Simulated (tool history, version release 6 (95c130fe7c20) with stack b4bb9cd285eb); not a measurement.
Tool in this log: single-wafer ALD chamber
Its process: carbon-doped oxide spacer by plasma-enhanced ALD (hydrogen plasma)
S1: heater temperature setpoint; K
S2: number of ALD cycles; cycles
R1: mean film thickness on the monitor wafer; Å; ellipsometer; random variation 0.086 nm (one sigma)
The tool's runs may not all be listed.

{"run": 1, "hour": 0.0, "S1": 693.15, "S2": 478, "R1": 199.64}
{"run": 2, "hour": 5.1, "S1": 693.15, "S2": 529, "R1": 221.88}
{"run": 3, "hour": 12.4, "S1": 689.15, "S2": 536, "R1": 228.37}
{"run": 4, "hour": 18.5, "S1": 689.15, "S2": 510, "R1": 218.04}
{"run": 5, "hour": 27.7, "S1": 681.15, "S2": 510, "R1": 224.19}
{"run": 6, "hour": 35.6, "S1": 679.15, "S2": 516, "R1": 227.9}
{"run": 7, "hour": 37.3, "S1": 677.15, "S2": 521, "R1": 233.28}

Run 8 comes next. What will it give?
{"run": 8, "hour": 39.5, "S1": 675.15, "S2": 523, "R1": "?"}

R1: 233.18 Å

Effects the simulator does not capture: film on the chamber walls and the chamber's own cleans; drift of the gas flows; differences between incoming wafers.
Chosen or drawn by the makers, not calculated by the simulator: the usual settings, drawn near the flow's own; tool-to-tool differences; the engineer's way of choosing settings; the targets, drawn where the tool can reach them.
